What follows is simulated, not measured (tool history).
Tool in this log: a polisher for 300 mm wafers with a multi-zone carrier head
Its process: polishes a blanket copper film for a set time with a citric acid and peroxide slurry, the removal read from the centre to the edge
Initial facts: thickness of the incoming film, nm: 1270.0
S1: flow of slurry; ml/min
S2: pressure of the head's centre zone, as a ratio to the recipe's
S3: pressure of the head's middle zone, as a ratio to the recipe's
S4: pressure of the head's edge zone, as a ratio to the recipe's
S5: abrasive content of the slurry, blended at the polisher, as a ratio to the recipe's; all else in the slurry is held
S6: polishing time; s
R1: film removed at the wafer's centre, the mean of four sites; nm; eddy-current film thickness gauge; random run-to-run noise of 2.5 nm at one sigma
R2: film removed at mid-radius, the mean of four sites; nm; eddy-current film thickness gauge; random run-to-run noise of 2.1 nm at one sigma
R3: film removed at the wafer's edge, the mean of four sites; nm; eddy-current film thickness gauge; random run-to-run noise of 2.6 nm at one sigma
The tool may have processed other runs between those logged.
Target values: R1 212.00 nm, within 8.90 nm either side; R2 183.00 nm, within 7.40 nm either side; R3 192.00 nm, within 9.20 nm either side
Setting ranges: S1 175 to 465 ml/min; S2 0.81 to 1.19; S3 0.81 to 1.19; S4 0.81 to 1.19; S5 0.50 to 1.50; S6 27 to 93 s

run,day,S1,S2,S3,S4,S5,S6,R1,R2,R3
1,0.000,295,1.00,1.00,1.00,1.00,59,150.75,147.69,149.32
2,0.046,295,1.00,1.00,1.09,1.00,59,145.56,142.68,156.69
3,0.204,295,1.05,1.00,1.09,1.00,59,157.09,145.31,151.99
4,0.550,295,1.05,1.00,1.09,1.00,50,133.80,125.20,134.09
5,0.596,295,1.05,1.00,1.09,1.00,64,166.50,162.46,166.98
6,0.929,295,1.05,1.00,1.13,1.00,64,169.40,157.73,168.65
7,0.962,295,1.06,1.00,1.14,1.05,64,176.15,162.39,171.48
8,1.204,295,1.06,1.00,1.15,1.10,64,179.63,165.55,173.10
9,1.279,295,1.06,0.99,1.16,1.15,64,183.24,166.19,179.11
10,1.375,295,1.07,0.99,1.16,1.15,64,183.71,164.83,174.80
# day 1.621: slurry nozzle cleaned
11,1.621,295,1.07,0.99,1.16,1.15,64,191.29,169.50,181.30
12,1.762,300,1.08,1.00,1.17,1.20,64,190.32,174.16,183.61

Which one of the following 4 next-run settings gets every result inside its allowed miss? There is exactly one.
A,1.904,250,1.14,1.00,1.10,1.35,67,?,?,?
B,1.904,350,1.11,1.14,1.12,1.00,59,?,?,?
C,1.904,265,0.97,1.06,1.16,1.20,69,?,?,?
D,1.904,290,1.19,1.03,1.12,1.20,61,?,?,?

move,R1,R2,R3
A,215.26,181.16,193.67
B,177.57,167.53,162.84
C,184.21,189.89,198.63
D,202.39,166.09,174.48
A: meets every target
B: its largest miss is bigger than the last run's
C: its largest miss is bigger than the last run's
D: gains on the last run, yet a result remains outside its allowed miss
Go with A: it meets all targets.

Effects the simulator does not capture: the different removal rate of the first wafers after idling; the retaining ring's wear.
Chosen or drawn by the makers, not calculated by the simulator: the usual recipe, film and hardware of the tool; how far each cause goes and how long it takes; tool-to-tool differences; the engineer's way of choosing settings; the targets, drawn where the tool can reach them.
